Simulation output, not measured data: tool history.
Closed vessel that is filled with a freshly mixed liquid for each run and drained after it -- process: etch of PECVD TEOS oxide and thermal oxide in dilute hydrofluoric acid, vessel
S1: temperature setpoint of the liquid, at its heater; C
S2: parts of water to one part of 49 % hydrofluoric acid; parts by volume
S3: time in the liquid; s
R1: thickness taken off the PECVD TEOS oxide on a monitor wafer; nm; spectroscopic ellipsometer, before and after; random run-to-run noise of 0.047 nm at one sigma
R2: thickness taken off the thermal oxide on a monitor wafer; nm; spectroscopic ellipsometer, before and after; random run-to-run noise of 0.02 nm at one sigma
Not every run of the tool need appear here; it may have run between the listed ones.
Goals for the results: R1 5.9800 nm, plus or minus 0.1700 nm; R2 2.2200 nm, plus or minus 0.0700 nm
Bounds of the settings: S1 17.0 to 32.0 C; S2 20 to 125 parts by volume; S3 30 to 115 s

run 1 day=0.000 | S1=24.0 S2=70 S3=60 | R1=10.8880 R2=4.0679
run 2 day=0.367 | S1=24.0 S2=70 S3=45 | R1=8.2366 R2=3.0685
run 3 day=0.542 | S1=22.5 S2=70 S3=45 | R1=7.8032 R2=2.8778
run 4 day=0.804 | S1=22.0 S2=70 S3=45 | R1=7.6754 R2=2.8044
run 5 day=1.004 | S1=21.5 S2=70 S3=45 | R1=7.4242 R2=2.7808
run 6 day=1.204 | S1=21.5 S2=70 S3=55 | R1=9.0123 R2=3.3268
run 7 day=1.229 | S1=21.0 S2=70 S3=55 | R1=8.8403 R2=3.2740
run 8 day=1.542 | S1=20.5 S2=70 S3=55 | R1=8.6045 R2=3.2517

Which one of the following 4 next-run settings gets every result inside its allowed miss? There is exactly one.
run A day=1.854 | S1=17.5 S2=80 S3=50 | R1=? R2=?
run B day=1.854 | S1=22.0 S2=105 S3=50 | R1=? R2=?
run C day=1.854 | S1=20.5 S2=80 S3=40 | R1=? R2=?
run D day=1.854 | S1=18.5 S2=85 S3=40 | R1=? R2=?

move=A R1=6.0269 R2=2.2759
move=B R1=5.3782 R2=2.0310
move=C R1=5.4685 R2=2.0651
move=D R1=4.7080 R2=1.7779
A: each result inside its tolerance
B: takes the biggest miss from the last run beyond its target
C: takes the biggest miss from the last run beyond its target
D: takes the biggest miss from the last run beyond its target
Go with A: it meets all targets.

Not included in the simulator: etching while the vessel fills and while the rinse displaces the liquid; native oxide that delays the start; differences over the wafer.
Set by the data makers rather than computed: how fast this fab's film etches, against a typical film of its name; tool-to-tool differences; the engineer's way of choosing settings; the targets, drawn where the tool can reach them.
